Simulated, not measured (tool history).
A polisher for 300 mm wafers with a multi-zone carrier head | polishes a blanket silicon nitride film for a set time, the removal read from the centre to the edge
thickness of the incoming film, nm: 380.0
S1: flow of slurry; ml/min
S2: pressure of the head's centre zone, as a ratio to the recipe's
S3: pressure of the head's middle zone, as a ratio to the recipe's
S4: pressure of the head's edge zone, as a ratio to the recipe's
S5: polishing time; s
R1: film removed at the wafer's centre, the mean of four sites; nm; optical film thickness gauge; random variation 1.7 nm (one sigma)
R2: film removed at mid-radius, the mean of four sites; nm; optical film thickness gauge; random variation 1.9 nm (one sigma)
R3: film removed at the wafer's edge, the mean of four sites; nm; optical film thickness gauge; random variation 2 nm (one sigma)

run 1 day=0.000 | S1=275 S2=1.00 S3=1.00 S4=1.00 S5=57 | R1=110.34 R2=108.57 R3=109.89
run 2 day=0.233 | S1=275 S2=1.00 S3=1.03 S4=1.02 S5=59 | R1=115.20 R2=116.55 R3=113.34
run 3 day=0.362 | S1=275 S2=1.00 S3=1.03 S4=0.98 S5=59 | R1=116.06 R2=113.38 R3=113.50
run 4 day=0.692 | S1=325 S2=1.00 S3=1.03 S4=0.98 S5=59 | R1=117.11 R2=119.88 R3=118.01
run 5 day=0.950 | S1=370 S2=1.00 S3=1.03 S4=0.98 S5=59 | R1=119.70 R2=120.29 R3=117.76
run 6 day=1.208 | S1=415 S2=1.00 S3=1.03 S4=0.98 S5=59 | R1=119.58 R2=120.67 R3=116.00

The next listed run, before its measurement:
run 7 day=1.396 | S1=415 S2=0.99 S3=1.04 S4=0.98 S5=61 | R1=? R2=? R3=?

Run 7 gave R1 123.36 nm, R2 125.94 nm, R3 121.21 nm.
